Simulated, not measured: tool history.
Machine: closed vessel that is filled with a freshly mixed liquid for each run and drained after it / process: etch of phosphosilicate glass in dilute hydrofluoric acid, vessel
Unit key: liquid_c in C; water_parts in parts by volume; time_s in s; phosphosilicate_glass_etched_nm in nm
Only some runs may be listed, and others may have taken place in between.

run	hour	liquid_c	water_parts	time_s	phosphosilicate_glass_etched_nm
1	0	22	115	30	26.439
2	6	23	115	30	27.199
3	11.5	23	85	30	38.926
4	18.5	23	105	30	30.316
5	19.9	23	105	30	30.288
6	26.3	23	70	30	47.841

What will run 7 give?
7	29.6	23	70	30	?

Run 7 measured phosphosilicate_glass_etched_nm 47.599 nm.
